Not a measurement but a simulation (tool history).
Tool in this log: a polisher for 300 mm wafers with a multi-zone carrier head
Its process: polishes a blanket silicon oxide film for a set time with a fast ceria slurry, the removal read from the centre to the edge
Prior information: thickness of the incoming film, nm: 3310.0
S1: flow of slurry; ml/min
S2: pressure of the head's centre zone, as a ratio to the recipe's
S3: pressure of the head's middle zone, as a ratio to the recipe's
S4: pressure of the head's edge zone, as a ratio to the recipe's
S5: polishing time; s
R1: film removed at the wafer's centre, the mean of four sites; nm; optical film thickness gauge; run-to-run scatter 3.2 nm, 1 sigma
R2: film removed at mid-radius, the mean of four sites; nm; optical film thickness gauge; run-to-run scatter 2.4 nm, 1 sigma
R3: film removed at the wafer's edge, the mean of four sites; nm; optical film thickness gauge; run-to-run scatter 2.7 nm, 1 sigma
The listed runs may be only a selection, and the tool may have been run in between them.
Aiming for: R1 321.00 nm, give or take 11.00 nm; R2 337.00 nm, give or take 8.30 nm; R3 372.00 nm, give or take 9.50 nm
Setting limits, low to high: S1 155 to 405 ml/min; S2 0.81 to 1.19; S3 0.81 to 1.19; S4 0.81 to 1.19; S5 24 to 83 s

Run 1, hour 0.0: S1 260 ml/min, S2 1.00, S3 1.00, S4 1.00, S5 53 s. Result: R1 436.47 nm, R2 429.28 nm, R3 432.93 nm.
Run 2, hour 3.0: S1 255 ml/min, S2 0.98, S3 0.99, S4 0.99, S5 53 s. Result: R1 419.01 nm, R2 419.84 nm, R3 431.24 nm.
Run 3, hour 11.4: S1 255 ml/min, S2 0.98, S3 0.99, S4 0.99, S5 40 s. Result: R1 320.78 nm, R2 320.57 nm, R3 324.42 nm.
Run 4, hour 12.4: S1 310 ml/min, S2 0.98, S3 0.99, S4 0.99, S5 40 s. Result: R1 325.90 nm, R2 323.01 nm, R3 327.99 nm.
Run 5, hour 18.5: S1 310 ml/min, S2 0.98, S3 0.99, S4 1.01, S5 40 s. Result: R1 322.74 nm, R2 325.41 nm, R3 335.01 nm.
Run 6, hour 25.4: S1 310 ml/min, S2 0.98, S3 0.99, S4 1.01, S5 51 s. Result: R1 417.99 nm, R2 415.33 nm, R3 424.86 nm.
At hour 27.8: worn pad replaced by a new one.
Run 7, hour 27.8: S1 305 ml/min, S2 0.96, S3 0.98, S4 1.00, S5 51 s. Result: R1 447.40 nm, R2 456.07 nm, R3 468.30 nm.
Run 8, hour 30.4: S1 290 ml/min, S2 0.96, S3 0.98, S4 1.02, S5 51 s. Result: R1 447.54 nm, R2 445.02 nm, R3 464.57 nm.
Run 9, hour 35.1: S1 280 ml/min, S2 0.95, S3 0.97, S4 1.00, S5 50 s. Result: R1 435.63 nm, R2 433.62 nm, R3 450.92 nm.

Of the 5 settings listed for the next run, only one would bring every result within its allowed miss of target. Which one?
Run A, hour 39.8: S1 265 ml/min, S2 0.93, S3 0.86, S4 1.08, S5 40 s. Result: R1 ?, R2 ?, R3 ?.
Run B, hour 39.8: S1 260 ml/min, S2 1.05, S3 1.06, S4 0.85, S5 40 s. Result: R1 ?, R2 ?, R3 ?.
Run C, hour 39.8: S1 320 ml/min, S2 0.91, S3 0.99, S4 1.19, S5 38 s. Result: R1 ?, R2 ?, R3 ?.
Run D, hour 39.8: S1 335 ml/min, S2 1.01, S3 1.12, S4 1.03, S5 60 s. Result: R1 ?, R2 ?, R3 ?.
Run E, hour 39.8: S1 245 ml/min, S2 0.98, S3 0.88, S4 1.06, S5 41 s. Result: R1 ?, R2 ?, R3 ?.

move      R1      R2      R3
   A  337.64  313.60  368.37
   B  365.36  372.92  327.55
   C  322.72  340.78  372.03
   D  548.04  599.85  546.55
   E  354.93  324.96  371.74
A: the result that was furthest off in the last run now lies on the other side of its target
B: an improvement on the last run, though not all results are within tolerance
C: hits every target within its allowed miss
D: lands further from the targets than the last run did
E: the result that was furthest off in the last run now lies on the other side of its target
C is the move that brings every result within its allowed miss.
